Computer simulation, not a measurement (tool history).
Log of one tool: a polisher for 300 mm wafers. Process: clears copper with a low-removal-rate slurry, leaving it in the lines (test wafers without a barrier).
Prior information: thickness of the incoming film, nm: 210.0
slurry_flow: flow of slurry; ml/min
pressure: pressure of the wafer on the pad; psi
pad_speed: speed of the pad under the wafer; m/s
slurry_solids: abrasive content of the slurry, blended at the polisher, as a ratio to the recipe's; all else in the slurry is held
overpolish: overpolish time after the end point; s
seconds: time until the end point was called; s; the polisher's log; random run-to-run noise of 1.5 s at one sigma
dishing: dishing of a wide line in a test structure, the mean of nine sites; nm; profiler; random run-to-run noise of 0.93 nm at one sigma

run,hour,slurry_flow,pressure,pad_speed,slurry_solids,overpolish,seconds,dishing
1,0,190,2.2,0.94,1,20,88.405,32.34
2,5.9,190,2.2,0.82,1,20,106.07,28.122
3,7.3,190,2.2,0.66,1,20,127.98,23.69
4,9.2,190,2.2,0.66,1,14,127.41,17.077
5,11.8,190,2.3,0.68,1,17,118.15,21.424
6,20.8,190,2.4,0.68,1,20,114.87,26.034

For run 7, what comes out?
7,26.5,185,3,0.68,1,30,?,?

{"run 7": {"seconds": 92.916, "dishing": 44.328}}
